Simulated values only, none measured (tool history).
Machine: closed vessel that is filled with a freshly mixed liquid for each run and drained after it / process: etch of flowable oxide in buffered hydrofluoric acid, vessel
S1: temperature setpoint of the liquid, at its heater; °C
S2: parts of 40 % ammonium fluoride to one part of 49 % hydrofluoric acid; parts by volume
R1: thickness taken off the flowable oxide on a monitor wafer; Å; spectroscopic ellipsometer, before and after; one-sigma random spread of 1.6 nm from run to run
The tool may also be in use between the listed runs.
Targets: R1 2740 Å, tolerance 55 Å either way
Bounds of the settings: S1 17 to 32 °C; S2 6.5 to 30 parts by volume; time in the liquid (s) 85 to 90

{"run": 1, "hour": 0.0, "S1": 25, "S2": 18.5, "time in the liquid (s)": 85, "R1": 1837.6}
{"run": 2, "hour": 6.3, "S1": 26, "S2": 18.5, "time in the liquid (s)": 85, "R1": 1947.4}
{"run": 3, "hour": 13.3, "S1": 26.5, "S2": 18.5, "time in the liquid (s)": 85, "R1": 2030.6}
{"run": 4, "hour": 14.7, "S1": 24, "S2": 18.5, "time in the liquid (s)": 85, "R1": 1751.6}
{"run": 5, "hour": 23.4, "S1": 25, "S2": 18.5, "time in the liquid (s)": 85, "R1": 1851.9}
{"run": 6, "hour": 32.2, "S1": 26, "S2": 18.5, "time in the liquid (s)": 85, "R1": 1947.6}
{"run": 7, "hour": 39.8, "S1": 26.5, "S2": 18.5, "time in the liquid (s)": 85, "R1": 2002.1}
{"run": 8, "hour": 47.0, "S1": 27, "S2": 18.5, "time in the liquid (s)": 85, "R1": 2042}

Of the 4 settings listed for the next run, only one would bring every result within its allowed miss of target. Which one?
{"run": "A", "hour": 54.2, "S1": 29, "S2": 15, "time in the liquid (s)": 90, "R1": "?"}
{"run": "B", "hour": 54.2, "S1": 26, "S2": 14.5, "time in the liquid (s)": 90, "R1": "?"}
{"run": "C", "hour": 54.2, "S1": 27.5, "S2": 16.5, "time in the liquid (s)": 85, "R1": "?"}
{"run": "D", "hour": 54.2, "S1": 28.5, "S2": 16, "time in the liquid (s)": 90, "R1": "?"}

move=A R1=2969.3
move=B R1=2615.3
move=C R1=2358
move=D R1=2714.2
A: the result that was furthest off in the last run now lies on the other side of its target
B: closes in on the targets versus the last run, not all within tolerance yet
C: closes in on the targets versus the last run, not all within tolerance yet
D: every result within its allowed miss
The move that meets every target is D.
